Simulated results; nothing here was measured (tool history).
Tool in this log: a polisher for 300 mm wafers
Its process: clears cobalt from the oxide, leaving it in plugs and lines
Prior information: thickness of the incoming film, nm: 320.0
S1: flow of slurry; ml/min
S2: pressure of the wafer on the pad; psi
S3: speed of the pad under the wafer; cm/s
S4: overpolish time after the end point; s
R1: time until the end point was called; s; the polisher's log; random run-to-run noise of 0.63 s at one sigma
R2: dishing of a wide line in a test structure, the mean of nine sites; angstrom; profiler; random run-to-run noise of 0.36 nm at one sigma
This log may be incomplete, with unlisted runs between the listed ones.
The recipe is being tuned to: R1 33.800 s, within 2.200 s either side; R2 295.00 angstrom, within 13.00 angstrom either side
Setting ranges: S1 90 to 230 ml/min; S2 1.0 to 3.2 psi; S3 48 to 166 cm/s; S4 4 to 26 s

run,hour,S1,S2,S3,S4,R1,R2
1,0.0,150,2.1,106,13,52.968,386.18
2,1.1,150,2.1,106,18,51.026,425.05
3,3.5,145,2.3,106,15,46.909,413.40
4,4.6,170,2.3,106,15,45.019,419.21
5,11.2,185,2.5,96,12,46.582,384.00
6,17.0,220,2.5,96,12,44.417,375.29
7,22.2,220,2.4,104,10,44.100,372.38
8,30.9,220,2.6,98,9,43.882,361.26
9,35.8,220,2.7,96,8,42.080,335.21
10,39.1,220,3.2,92,4,37.488,238.36
11,43.7,220,3.1,96,4,37.421,241.58
12,50.6,220,3.0,100,5,37.860,276.98
13,57.8,220,3.0,102,5,35.756,275.02

5 next moves are on the table. One of them brings every result within its allowed miss. Which?
A,65.0,200,3.0,114,4,?,?
B,65.0,225,3.1,108,6,?,?
C,65.0,215,3.2,98,4,?,?
D,65.0,225,3.2,126,4,?,?
E,65.0,205,3.2,104,5,?,?

move,R1,R2
A,33.780,262.45
B,34.022,329.81
C,36.418,249.99
D,28.388,291.73
E,34.568,296.39
A: its largest miss is bigger than the last run's
B: the result that was furthest off in the last run now lies on the other side of its target
C: its largest miss is bigger than the last run's
D: puts the biggest miss on target and leaves a different result outside tolerance
E: hits every target within its allowed miss
The move that meets every target is E.

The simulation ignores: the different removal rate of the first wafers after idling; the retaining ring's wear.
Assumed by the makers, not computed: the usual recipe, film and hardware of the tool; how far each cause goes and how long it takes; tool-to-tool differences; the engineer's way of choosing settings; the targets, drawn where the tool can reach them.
